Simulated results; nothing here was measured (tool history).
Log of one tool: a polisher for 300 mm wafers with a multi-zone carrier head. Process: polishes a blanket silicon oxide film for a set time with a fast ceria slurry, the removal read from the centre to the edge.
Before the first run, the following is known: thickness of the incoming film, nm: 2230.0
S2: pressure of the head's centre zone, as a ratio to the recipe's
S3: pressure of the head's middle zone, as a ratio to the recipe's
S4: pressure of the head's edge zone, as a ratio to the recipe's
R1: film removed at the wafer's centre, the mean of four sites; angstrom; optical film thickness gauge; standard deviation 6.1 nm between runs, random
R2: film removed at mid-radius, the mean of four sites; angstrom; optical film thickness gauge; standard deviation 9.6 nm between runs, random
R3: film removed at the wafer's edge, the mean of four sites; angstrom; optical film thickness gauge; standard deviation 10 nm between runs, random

run 1 hour=0.0 | flow_of_slurry_(ml/min)=235 S2=1.00 S3=1.00 S4=1.00 polishing_time_(s)=65 | R1=6839.8 R2=6898.1 R3=6609.0
run 2 hour=3.8 | flow_of_slurry_(ml/min)=235 S2=1.04 S3=1.00 S4=1.00 polishing_time_(s)=65 | R1=7129.4 R2=6870.6 R3=6737.1
run 3 hour=7.6 | flow_of_slurry_(ml/min)=235 S2=1.04 S3=1.00 S4=1.07 polishing_time_(s)=65 | R1=7222.5 R2=6832.1 R3=6962.3
run 4 hour=14.4 | flow_of_slurry_(ml/min)=270 S2=1.04 S3=1.00 S4=1.07 polishing_time_(s)=65 | R1=7207.7 R2=6771.6 R3=7004.2
run 5 hour=17.1 | flow_of_slurry_(ml/min)=270 S2=1.08 S3=1.03 S4=1.07 polishing_time_(s)=67 | R1=7707.4 R2=7304.8 R3=7283.8
run 6 hour=21.8 | flow_of_slurry_(ml/min)=270 S2=1.15 S3=1.03 S4=1.07 polishing_time_(s)=67 | R1=8237.6 R2=7302.0 R3=7221.4
run 7 hour=30.0 | flow_of_slurry_(ml/min)=270 S2=1.16 S3=1.05 S4=1.08 polishing_time_(s)=68 | R1=8449.6 R2=7511.9 R3=7274.5

Run 8, settings as shown, results not yet in. Your forecast:
run 8 hour=36.0 | flow_of_slurry_(ml/min)=275 S2=1.16 S3=1.06 S4=1.10 polishing_time_(s)=69 | R1=? R2=? R3=?

{"run 8": {"R1": 8609.1, "R2": 7711.4, "R3": 7350.1}}

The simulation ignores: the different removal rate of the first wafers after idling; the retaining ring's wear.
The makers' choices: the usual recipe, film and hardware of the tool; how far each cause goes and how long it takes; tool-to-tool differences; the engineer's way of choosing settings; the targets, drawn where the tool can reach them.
